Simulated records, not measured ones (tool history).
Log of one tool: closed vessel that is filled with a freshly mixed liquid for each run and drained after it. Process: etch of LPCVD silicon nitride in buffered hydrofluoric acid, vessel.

run	hour	temperature setpoint of the liquid (C)	parts of 40 % ammonium fluoride to one part of 49 % hydrofluoric acid (parts by volume)	time in the liquid (s)	thickness taken off the LPCVD silicon nitride on a monitor wafer (nm)
1	0.0	20.0	10.0	2870	36.367
2	9.4	20.0	8.5	2870	41.196
3	10.8	20.0	10.0	2870	36.219
4	19.0	20.5	10.0	2870	37.174
5	25.8	20.5	12.5	2870	30.037
6	27.3	20.5	14.5	2870	25.974
7	30.5	22.0	14.5	2870	28.195
8	39.1	23.0	14.5	2870	29.873

The next listed run, before its measurement:
9	43.7	27.0	14.5	2870	?

{"run 9": {"thickness taken off the LPCVD silicon nitride on a monitor wafer (nm)": 37.011}}
